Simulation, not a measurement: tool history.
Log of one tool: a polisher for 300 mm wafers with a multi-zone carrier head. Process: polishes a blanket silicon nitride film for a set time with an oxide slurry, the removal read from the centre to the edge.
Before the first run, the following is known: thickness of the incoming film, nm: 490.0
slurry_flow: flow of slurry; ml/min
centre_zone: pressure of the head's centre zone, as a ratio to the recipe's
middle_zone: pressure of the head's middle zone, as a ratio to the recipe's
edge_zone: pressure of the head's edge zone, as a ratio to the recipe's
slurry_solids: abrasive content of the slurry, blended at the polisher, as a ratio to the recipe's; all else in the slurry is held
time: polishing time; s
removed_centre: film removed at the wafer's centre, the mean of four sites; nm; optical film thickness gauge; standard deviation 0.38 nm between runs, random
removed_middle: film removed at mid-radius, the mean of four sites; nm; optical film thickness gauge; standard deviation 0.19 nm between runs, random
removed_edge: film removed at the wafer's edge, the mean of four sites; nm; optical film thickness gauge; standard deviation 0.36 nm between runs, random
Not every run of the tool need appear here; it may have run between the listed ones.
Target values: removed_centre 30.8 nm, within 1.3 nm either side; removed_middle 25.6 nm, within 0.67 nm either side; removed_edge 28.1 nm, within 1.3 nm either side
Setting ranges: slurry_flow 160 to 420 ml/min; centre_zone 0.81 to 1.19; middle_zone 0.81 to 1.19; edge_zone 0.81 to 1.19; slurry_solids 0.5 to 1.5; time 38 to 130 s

run 1 hour=0 | slurry_flow=270 centre_zone=1 middle_zone=1 edge_zone=1 slurry_solids=1 time=84 | removed_centre=45.236 removed_middle=44.826 removed_edge=45.825
run 2 hour=6.1 | slurry_flow=270 centre_zone=1 middle_zone=1 edge_zone=1 slurry_solids=1.1 time=84 | removed_centre=47.607 removed_middle=47.413 removed_edge=47.724
run 3 hour=8.5 | slurry_flow=270 centre_zone=1 middle_zone=1 edge_zone=1 slurry_solids=1.1 time=94 | removed_centre=53.695 removed_middle=53.079 removed_edge=53.238
run 4 hour=16.6 | slurry_flow=270 centre_zone=1 middle_zone=1 edge_zone=1 slurry_solids=1.1 time=105 | removed_centre=58.659 removed_middle=60.123 removed_edge=59.254
run 5 hour=21 | slurry_flow=265 centre_zone=1.01 middle_zone=0.98 edge_zone=0.97 slurry_solids=0.95 time=96 | removed_centre=50.836 removed_middle=48.919 removed_edge=48.591
run 6 hour=22.1 | slurry_flow=265 centre_zone=1.01 middle_zone=1.01 edge_zone=0.97 slurry_solids=0.95 time=96 | removed_centre=50.007 removed_middle=50.53 removed_edge=48.724
run 7 hour=27.1 | slurry_flow=260 centre_zone=1 middle_zone=0.97 edge_zone=0.95 slurry_solids=0.85 time=91 | removed_centre=44.715 removed_middle=43.639 removed_edge=42.939
run 8 hour=32 | slurry_flow=225 centre_zone=0.99 middle_zone=0.87 edge_zone=0.91 slurry_solids=0.6 time=70 | removed_centre=26.63 removed_middle=23.641 removed_edge=25.539

Exactly one of the 5 candidate moves below puts every result within its allowed miss. Which one?
run A hour=36.9 | slurry_flow=325 centre_zone=1.16 middle_zone=0.97 edge_zone=0.81 slurry_solids=0.7 time=64 | removed_centre=? removed_middle=? removed_edge=?
run B hour=36.9 | slurry_flow=220 centre_zone=0.96 middle_zone=0.87 edge_zone=0.94 slurry_solids=0.6 time=75 | removed_centre=? removed_middle=? removed_edge=?
run C hour=36.9 | slurry_flow=170 centre_zone=1.07 middle_zone=0.88 edge_zone=0.95 slurry_solids=0.5 time=90 | removed_centre=? removed_middle=? removed_edge=?
run D hour=36.9 | slurry_flow=185 centre_zone=1.16 middle_zone=0.88 edge_zone=0.81 slurry_solids=0.6 time=65 | removed_centre=? removed_middle=? removed_edge=?
run E hour=36.9 | slurry_flow=160 centre_zone=0.81 middle_zone=0.92 edge_zone=0.93 slurry_solids=0.7 time=64 | removed_centre=? removed_middle=? removed_edge=?

move=A removed_centre=33.133 removed_middle=27.308 removed_edge=25.173
move=B removed_centre=27.468 removed_middle=25.169 removed_edge=27.429
move=C removed_centre=30.483 removed_middle=25.357 removed_edge=27.75
move=D removed_centre=28.147 removed_middle=21.55 removed_edge=21.883
move=E removed_centre=21.14 removed_middle=24.208 removed_edge=25.29
A: takes the result that was furthest off past its target
B: moves toward the targets from the last run without getting all of them in spec
C: all results in spec
D: moves away from the targets compared with the last run
E: moves away from the targets compared with the last run
Go with C: it meets all targets.

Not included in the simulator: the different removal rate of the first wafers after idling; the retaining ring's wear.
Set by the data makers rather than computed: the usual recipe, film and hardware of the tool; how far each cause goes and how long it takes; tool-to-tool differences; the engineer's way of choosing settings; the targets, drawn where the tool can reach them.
